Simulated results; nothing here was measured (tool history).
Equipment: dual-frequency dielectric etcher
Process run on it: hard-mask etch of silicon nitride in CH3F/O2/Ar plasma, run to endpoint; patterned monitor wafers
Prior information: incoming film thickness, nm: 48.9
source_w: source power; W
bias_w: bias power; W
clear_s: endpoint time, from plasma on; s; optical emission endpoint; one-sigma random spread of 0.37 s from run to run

| run | day | source_w | bias_w | clear_s |
|---|---|---|---|---|
| 1 | 0 | 540 | 85 | 62.656 |
| 2 | 0.067 | 500 | 84 | 64.308 |
| 3 | 0.396 | 500 | 97 | 61.798 |
| 4 | 0.425 | 460 | 95 | 63.463 |
| 5 | 0.546 | 430 | 92 | 66.096 |
| 6 | 0.85 | 430 | 104 | 64.052 |

Run 7 is up next; what results do you expect?
| 7 | 1.042 | 400 | 102 | ? |

Run 7 gave clear_s 65.549 s.
